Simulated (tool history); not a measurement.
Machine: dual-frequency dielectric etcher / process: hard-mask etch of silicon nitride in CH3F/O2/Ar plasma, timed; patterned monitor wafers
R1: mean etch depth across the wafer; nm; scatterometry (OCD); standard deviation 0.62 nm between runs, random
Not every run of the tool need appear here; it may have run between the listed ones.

run 1 hour=0 | source_power_(kW)=0.34 bias_power_(kW)=0.082 etch_time_(s)=176 | R1=115.65
run 2 hour=7.5 | source_power_(kW)=0.34 bias_power_(kW)=0.082 etch_time_(s)=176 | R1=115.77
run 3 hour=9.3 | source_power_(kW)=0.34 bias_power_(kW)=0.082 etch_time_(s)=183.5 | R1=118.48
run 4 hour=14.8 | source_power_(kW)=0.37 bias_power_(kW)=0.082 etch_time_(s)=183.5 | R1=124.27
-- hour=20.1 wet clean of the chamber
run 5 hour=20.1 | source_power_(kW)=0.35 bias_power_(kW)=0.077 etch_time_(s)=182 | R1=121.25
run 6 hour=25.7 | source_power_(kW)=0.32 bias_power_(kW)=0.081 etch_time_(s)=180.5 | R1=117.85
run 7 hour=31.6 | source_power_(kW)=0.3 bias_power_(kW)=0.074 etch_time_(s)=179.5 | R1=108.18

What does the tool deliver on the next run?
run 8 hour=33.1 | source_power_(kW)=0.29 bias_power_(kW)=0.072 etch_time_(s)=179 | R1=?

R1: 107.46 nm
